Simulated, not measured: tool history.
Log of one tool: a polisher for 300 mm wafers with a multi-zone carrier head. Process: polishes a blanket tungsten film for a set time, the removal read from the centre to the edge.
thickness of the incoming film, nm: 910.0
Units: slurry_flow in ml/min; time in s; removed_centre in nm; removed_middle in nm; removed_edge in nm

Run 1, hour 0.0: slurry_flow 195 ml/min, centre_zone 1.00, middle_zone 1.00, edge_zone 1.00, slurry_solids 1.00, time 33 s. Result: removed_centre 161.95 nm, removed_middle 162.86 nm, removed_edge 155.38 nm.
Run 2, hour 2.0: slurry_flow 215 ml/min, centre_zone 1.04, middle_zone 1.03, edge_zone 1.03, slurry_solids 1.05, time 33 s. Result: removed_centre 171.58 nm, removed_middle 169.15 nm, removed_edge 161.39 nm.
Run 3, hour 7.7: slurry_flow 215 ml/min, centre_zone 1.04, middle_zone 1.03, edge_zone 1.03, slurry_solids 1.05, time 41 s. Result: removed_centre 214.77 nm, removed_middle 213.84 nm, removed_edge 206.84 nm.
Run 4, hour 10.1: slurry_flow 215 ml/min, centre_zone 1.08, middle_zone 1.03, edge_zone 1.03, slurry_solids 1.05, time 41 s. Result: removed_centre 222.88 nm, removed_middle 211.95 nm, removed_edge 195.04 nm.
Run 5, hour 12.4: slurry_flow 215 ml/min, centre_zone 1.04, middle_zone 1.03, edge_zone 1.03, slurry_solids 1.05, time 41 s. Result: removed_centre 212.24 nm, removed_middle 209.14 nm, removed_edge 204.01 nm.
Run 6, hour 14.7: slurry_flow 200 ml/min, centre_zone 1.04, middle_zone 1.02, edge_zone 1.01, slurry_solids 1.00, time 41 s. Result: removed_centre 208.10 nm, removed_middle 203.93 nm, removed_edge 195.78 nm.
Run 7, hour 15.3: slurry_flow 190 ml/min, centre_zone 1.05, middle_zone 1.02, edge_zone 0.99, slurry_solids 1.00, time 41 s. Result: removed_centre 207.90 nm, removed_middle 203.95 nm, removed_edge 193.38 nm.
Run 8, hour 23.0: slurry_flow 185 ml/min, centre_zone 1.06, middle_zone 1.02, edge_zone 0.97, slurry_solids 0.95, time 41 s. Result: removed_centre 205.43 nm, removed_middle 201.57 nm, removed_edge 188.60 nm.
Run 9, hour 29.2: slurry_flow 185 ml/min, centre_zone 1.06, middle_zone 1.02, edge_zone 0.97, slurry_solids 0.95, time 41 s. Result: removed_centre 207.98 nm, removed_middle 200.92 nm, removed_edge 188.81 nm.

Forecast run 10:
Run 10, hour 32.1: slurry_flow 180 ml/min, centre_zone 1.07, middle_zone 1.02, edge_zone 0.96, slurry_solids 0.95, time 41 s. Result: removed_centre ?, removed_middle ?, removed_edge ?.

{"run 10": {"removed_centre": 209.07, "removed_middle": 199.74, "removed_edge": 184.21}}
